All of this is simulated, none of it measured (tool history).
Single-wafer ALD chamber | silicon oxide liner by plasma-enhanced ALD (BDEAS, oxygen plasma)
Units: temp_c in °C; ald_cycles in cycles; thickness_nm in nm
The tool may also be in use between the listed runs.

{"run": 1, "hour": 0.0, "temp_c": 315, "ald_cycles": 46, "thickness_nm": 4.1187}
{"run": 2, "hour": 2.7, "temp_c": 315, "ald_cycles": 47, "thickness_nm": 4.2102}
{"run": 3, "hour": 10.2, "temp_c": 315, "ald_cycles": 41, "thickness_nm": 3.66}
{"run": 4, "hour": 12.9, "temp_c": 315, "ald_cycles": 42, "thickness_nm": 3.774}
{"run": 5, "hour": 21.5, "temp_c": 320, "ald_cycles": 42, "thickness_nm": 3.7303}
{"run": 6, "hour": 28.4, "temp_c": 320, "ald_cycles": 43, "thickness_nm": 3.8425}

Run 7 comes next. What will it give?
{"run": 7, "hour": 32.8, "temp_c": 320, "ald_cycles": 44, "thickness_nm": "?"}

thickness_nm: 3.9132 nm
